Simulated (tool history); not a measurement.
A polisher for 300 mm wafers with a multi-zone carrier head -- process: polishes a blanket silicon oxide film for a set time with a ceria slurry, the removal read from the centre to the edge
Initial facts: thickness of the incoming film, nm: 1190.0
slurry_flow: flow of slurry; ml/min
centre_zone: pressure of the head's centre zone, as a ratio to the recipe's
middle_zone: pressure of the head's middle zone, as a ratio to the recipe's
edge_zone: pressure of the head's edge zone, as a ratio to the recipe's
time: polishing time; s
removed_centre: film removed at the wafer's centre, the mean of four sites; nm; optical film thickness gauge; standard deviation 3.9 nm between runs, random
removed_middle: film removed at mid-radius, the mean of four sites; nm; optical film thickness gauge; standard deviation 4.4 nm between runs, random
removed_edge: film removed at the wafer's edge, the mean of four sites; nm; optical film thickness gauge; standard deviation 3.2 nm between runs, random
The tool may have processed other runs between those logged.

Run 1, hour 0.0: slurry_flow 245 ml/min, centre_zone 1.00, middle_zone 1.00, edge_zone 1.00, time 40 s. Result: removed_centre 214.08 nm, removed_middle 217.08 nm, removed_edge 219.15 nm.
Run 2, hour 1.4: slurry_flow 245 ml/min, centre_zone 1.05, middle_zone 1.00, edge_zone 1.00, time 40 s. Result: removed_centre 224.03 nm, removed_middle 216.34 nm, removed_edge 222.62 nm.
Run 3, hour 6.9: slurry_flow 255 ml/min, centre_zone 1.08, middle_zone 1.03, edge_zone 1.01, time 43 s. Result: removed_centre 250.16 nm, removed_middle 237.88 nm, removed_edge 242.96 nm.
Run 4, hour 12.7: slurry_flow 265 ml/min, centre_zone 1.10, middle_zone 1.06, edge_zone 1.02, time 45 s. Result: removed_centre 274.40 nm, removed_middle 259.54 nm, removed_edge 252.72 nm.
Run 5, hour 14.8: slurry_flow 300 ml/min, centre_zone 1.10, middle_zone 1.06, edge_zone 1.02, time 45 s. Result: removed_centre 271.01 nm, removed_middle 259.77 nm, removed_edge 249.42 nm.
Run 6, hour 22.8: slurry_flow 300 ml/min, centre_zone 1.10, middle_zone 1.06, edge_zone 1.02, time 48 s. Result: removed_centre 292.70 nm, removed_middle 281.88 nm, removed_edge 268.38 nm.
Run 7, hour 30.9: slurry_flow 295 ml/min, centre_zone 1.10, middle_zone 1.07, edge_zone 1.04, time 50 s. Result: removed_centre 304.45 nm, removed_middle 295.87 nm, removed_edge 282.09 nm.
Run 8, hour 34.0: slurry_flow 290 ml/min, centre_zone 1.11, middle_zone 1.08, edge_zone 1.05, time 52 s. Result: removed_centre 316.81 nm, removed_middle 301.04 nm, removed_edge 298.01 nm.
Run 9, hour 36.0: slurry_flow 290 ml/min, centre_zone 1.12, middle_zone 1.10, edge_zone 1.06, time 53 s. Result: removed_centre 323.94 nm, removed_middle 315.87 nm, removed_edge 303.84 nm.
Run 10, hour 43.6: slurry_flow 290 ml/min, centre_zone 1.13, middle_zone 1.11, edge_zone 1.07, time 54 s. Result: removed_centre 340.76 nm, removed_middle 327.70 nm, removed_edge 312.46 nm.
Run 11, hour 46.3: slurry_flow 285 ml/min, centre_zone 1.13, middle_zone 1.12, edge_zone 1.08, time 55 s. Result: removed_centre 339.82 nm, removed_middle 331.77 nm, removed_edge 317.55 nm.

For run 12, what comes out?
Run 12, hour 51.1: slurry_flow 285 ml/min, centre_zone 1.13, middle_zone 1.12, edge_zone 1.08, time 56 s. Result: removed_centre ?, removed_middle ?, removed_edge ?.

{"run 12": {"removed_centre": 346.29, "removed_middle": 332.42, "removed_edge": 321.06}}

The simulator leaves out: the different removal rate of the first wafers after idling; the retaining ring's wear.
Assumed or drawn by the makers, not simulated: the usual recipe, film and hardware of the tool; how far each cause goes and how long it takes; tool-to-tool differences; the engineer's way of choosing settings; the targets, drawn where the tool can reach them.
